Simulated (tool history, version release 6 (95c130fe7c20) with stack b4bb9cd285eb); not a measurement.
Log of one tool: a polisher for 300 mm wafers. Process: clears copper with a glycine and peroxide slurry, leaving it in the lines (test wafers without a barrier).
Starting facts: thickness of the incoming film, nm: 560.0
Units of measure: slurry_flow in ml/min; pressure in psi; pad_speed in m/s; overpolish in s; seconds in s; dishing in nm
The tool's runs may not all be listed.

run 1 hour=0 | slurry_flow=160 pressure=2.5 pad_speed=0.9 overpolish=12 | seconds=98.291 dishing=40.121
run 2 hour=3.5 | slurry_flow=155 pressure=2.3 pad_speed=0.9 overpolish=13 | seconds=107.15 dishing=40.58
run 3 hour=11.3 | slurry_flow=150 pressure=2.2 pad_speed=0.9 overpolish=13 | seconds=109.46 dishing=41.096
run 4 hour=15.4 | slurry_flow=150 pressure=2.2 pad_speed=1.08 overpolish=13 | seconds=95.795 dishing=46.238
run 5 hour=21.1 | slurry_flow=150 pressure=2.8 pad_speed=1.08 overpolish=13 | seconds=78.442 dishing=53.51
run 6 hour=21.7 | slurry_flow=145 pressure=2.5 pad_speed=1.08 overpolish=13 | seconds=85.904 dishing=49.347
run 7 hour=23.9 | slurry_flow=145 pressure=2.2 pad_speed=1.08 overpolish=13 | seconds=96.997 dishing=44.34

Run 8 comes next. What will it give?
run 8 hour=33 | slurry_flow=140 pressure=2 pad_speed=1.08 overpolish=13 | seconds=? dishing=?

seconds: 105.03 s
dishing: 42.192 nm
